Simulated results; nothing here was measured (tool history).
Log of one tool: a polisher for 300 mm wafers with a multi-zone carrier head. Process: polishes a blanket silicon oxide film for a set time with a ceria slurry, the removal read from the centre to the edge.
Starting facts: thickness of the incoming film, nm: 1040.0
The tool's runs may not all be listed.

run,hour,flow of slurry (ml/min),pressure of the head's centre zone,pressure of the head's middle zone,pressure of the head's edge zone,polishing time (s),film removed at the wafer's centre (nm),film removed at mid-radius (nm),film removed at the wafer's edge (nm)
1,0,125,1,1,1,51,239.64,250.68,247.48
2,0.7,130,0.96,1.04,1.01,51,229.27,260.89,249.07
3,3.2,145,0.96,1.04,1.01,51,240.55,269.33,256.57
4,11,145,0.94,1.07,1.02,51,236.16,272.35,257.24
5,15.1,145,0.91,1.1,1.01,51,229.62,282.15,253.71
6,21.8,145,0.91,1.1,1.01,58,259.5,315.5,292.04
7,26.2,135,0.9,1.12,1,58,250.08,321.76,282.52
8,33.8,100,0.86,1.12,1.01,58,213.59,293.98,264.26

Forecast run 9:
9,39.6,100,0.86,1.13,1,58,?,?,?

film removed at the wafer's centre (nm): 211.67
film removed at mid-radius (nm): 289.39
film removed at the wafer's edge (nm): 263.79
